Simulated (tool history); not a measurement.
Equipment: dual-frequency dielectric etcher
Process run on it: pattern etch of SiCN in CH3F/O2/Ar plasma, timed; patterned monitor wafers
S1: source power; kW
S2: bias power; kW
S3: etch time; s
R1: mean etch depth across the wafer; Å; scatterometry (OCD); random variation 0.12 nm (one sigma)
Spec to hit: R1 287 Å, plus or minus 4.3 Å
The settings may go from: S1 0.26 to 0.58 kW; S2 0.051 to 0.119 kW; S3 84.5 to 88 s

| run | hour | S1 | S2 | S3 | R1 |
|---|---|---|---|---|---|
| 1 | 0 | 0.42 | 0.085 | 84.5 | 328.49 |
| 2 | 4.6 | 0.38 | 0.085 | 84.5 | 320.06 |
| 3 | 5.1 | 0.37 | 0.084 | 84.5 | 313.6 |
| 4 | 8.8 | 0.37 | 0.084 | 84.5 | 314.61 |
| 5 | 14 | 0.42 | 0.084 | 84.5 | 328.87 |
| 6 | 16.5 | 0.35 | 0.084 | 84.5 | 308.32 |
| 7 | 19.9 | 0.34 | 0.084 | 84.5 | 306.45 |
| 8 | 25.9 | 0.33 | 0.084 | 84.5 | 300.97 |
| 9 | 30.3 | 0.32 | 0.084 | 84.5 | 298.62 |

Exercise: of the 5 proposed moves below, exactly one satisfies all targets within the stated allowed misses. Which move is it?
| A | 34.7 | 0.28 | 0.099 | 84.5 | ? |
| B | 34.7 | 0.34 | 0.087 | 86.5 | ? |
| C | 34.7 | 0.3 | 0.094 | 86 | ? |
| D | 34.7 | 0.33 | 0.088 | 86 | ? |
| E | 34.7 | 0.28 | 0.075 | 88 | ? |

| move | R1 |
|---|---|
| A | 301.14 |
| B | 316.29 |
| C | 308.6 |
| D | 312.36 |
| E | 289.02 |
A: the biggest miss grows against the last run
B: the biggest miss grows against the last run
C: the biggest miss grows against the last run
D: the biggest miss grows against the last run
E: every result within its allowed miss
So the answer is move E, the one that meets all the targets.
